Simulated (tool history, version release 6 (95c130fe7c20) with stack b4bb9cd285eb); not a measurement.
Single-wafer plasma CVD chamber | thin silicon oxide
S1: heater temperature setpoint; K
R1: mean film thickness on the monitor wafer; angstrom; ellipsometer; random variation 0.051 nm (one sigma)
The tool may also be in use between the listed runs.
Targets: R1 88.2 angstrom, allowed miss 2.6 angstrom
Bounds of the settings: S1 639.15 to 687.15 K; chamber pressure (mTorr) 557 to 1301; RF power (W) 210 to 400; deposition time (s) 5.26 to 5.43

{"run": 1, "day": 0.0, "S1": 663.15, "chamber pressure (mTorr)": 929, "RF power (W)": 305, "deposition time (s)": 5.26, "R1": 115.17}
{"run": 2, "day": 0.362, "S1": 663.15, "chamber pressure (mTorr)": 859, "RF power (W)": 300, "deposition time (s)": 5.26, "R1": 108.83}
{"run": 3, "day": 0.667, "S1": 663.15, "chamber pressure (mTorr)": 949, "RF power (W)": 300, "deposition time (s)": 5.26, "R1": 116.74}
{"run": 4, "day": 1.029, "S1": 663.15, "chamber pressure (mTorr)": 871, "RF power (W)": 295, "deposition time (s)": 5.26, "R1": 109.39}
{"run": 5, "day": 1.325, "S1": 663.15, "chamber pressure (mTorr)": 808, "RF power (W)": 290, "deposition time (s)": 5.26, "R1": 101.77}
{"run": 6, "day": 1.596, "S1": 663.15, "chamber pressure (mTorr)": 772, "RF power (W)": 290, "deposition time (s)": 5.26, "R1": 98.982}
{"run": 7, "day": 1.717, "S1": 663.15, "chamber pressure (mTorr)": 772, "RF power (W)": 290, "deposition time (s)": 5.26, "R1": 99.375}
{"run": 8, "day": 1.938, "S1": 663.15, "chamber pressure (mTorr)": 740, "RF power (W)": 290, "deposition time (s)": 5.26, "R1": 95.875}
{"run": 9, "day": 1.996, "S1": 663.15, "chamber pressure (mTorr)": 640, "RF power (W)": 285, "deposition time (s)": 5.26, "R1": 85.003}

Which of these 5 next moves meets every target?
{"run": "A", "day": 2.054, "S1": 656.15, "chamber pressure (mTorr)": 663, "RF power (W)": 280, "deposition time (s)": 5.32, "R1": "?"}
{"run": "B", "day": 2.054, "S1": 667.15, "chamber pressure (mTorr)": 703, "RF power (W)": 330, "deposition time (s)": 5.26, "R1": "?"}
{"run": "C", "day": 2.054, "S1": 660.15, "chamber pressure (mTorr)": 682, "RF power (W)": 335, "deposition time (s)": 5.26, "R1": "?"}
{"run": "D", "day": 2.054, "S1": 658.15, "chamber pressure (mTorr)": 614, "RF power (W)": 275, "deposition time (s)": 5.26, "R1": "?"}
{"run": "E", "day": 2.054, "S1": 660.15, "chamber pressure (mTorr)": 672, "RF power (W)": 305, "deposition time (s)": 5.43, "R1": "?"}

move=A R1=88.715
move=B R1=97.178
move=C R1=95.664
move=D R1=81.625
move=E R1=94.327
A: meets every target
B: takes the result that was furthest off past its target
C: takes the result that was furthest off past its target
D: further off than the last run
E: takes the result that was furthest off past its target
Move A is the one to make.

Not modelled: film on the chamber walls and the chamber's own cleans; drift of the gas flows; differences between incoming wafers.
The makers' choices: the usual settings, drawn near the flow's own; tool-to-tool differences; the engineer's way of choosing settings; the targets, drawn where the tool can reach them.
